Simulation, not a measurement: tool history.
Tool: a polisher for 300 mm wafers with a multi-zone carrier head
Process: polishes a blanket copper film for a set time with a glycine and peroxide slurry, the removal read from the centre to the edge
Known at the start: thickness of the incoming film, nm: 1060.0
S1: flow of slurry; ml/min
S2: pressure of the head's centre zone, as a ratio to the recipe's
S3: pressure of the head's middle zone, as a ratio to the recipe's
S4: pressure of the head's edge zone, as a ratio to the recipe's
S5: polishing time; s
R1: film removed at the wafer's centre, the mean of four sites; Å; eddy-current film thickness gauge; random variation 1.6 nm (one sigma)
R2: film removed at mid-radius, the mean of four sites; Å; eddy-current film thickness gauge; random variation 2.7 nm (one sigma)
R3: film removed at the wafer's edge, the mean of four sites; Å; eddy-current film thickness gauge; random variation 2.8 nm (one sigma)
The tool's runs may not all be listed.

| run | day | S1 | S2 | S3 | S4 | S5 | R1 | R2 | R3 |
|---|---|---|---|---|---|---|---|---|---|
| 1 | 0 | 195 | 1 | 1 | 1 | 58 | 3445.6 | 3471 | 3395.4 |
| 2 | 0.142 | 195 | 1 | 1 | 1.04 | 58 | 3470.6 | 3500.7 | 3481.4 |
| 3 | 0.271 | 195 | 1 | 0.94 | 1.04 | 58 | 3428.5 | 3233.5 | 3438.8 |
| 4 | 0.6 | 195 | 1 | 0.94 | 1.04 | 69 | 4107 | 3751.3 | 4130.6 |
| 5 | 0.946 | 195 | 1 | 0.94 | 1.09 | 69 | 4056.3 | 3769.8 | 4251.7 |
| 6 | 1.079 | 245 | 1 | 0.94 | 1.09 | 69 | 4248.2 | 4027 | 4364.7 |
| 7 | 1.25 | 235 | 1 | 0.91 | 1.04 | 60 | 3709.4 | 3408.6 | 3667.5 |

Forecast run 8:
| 8 | 1.558 | 235 | 1 | 0.91 | 1.04 | 60 | ? | ? | ? |

R1: 3641.8 Å
R2: 3352.3 Å
R3: 3674.9 Å

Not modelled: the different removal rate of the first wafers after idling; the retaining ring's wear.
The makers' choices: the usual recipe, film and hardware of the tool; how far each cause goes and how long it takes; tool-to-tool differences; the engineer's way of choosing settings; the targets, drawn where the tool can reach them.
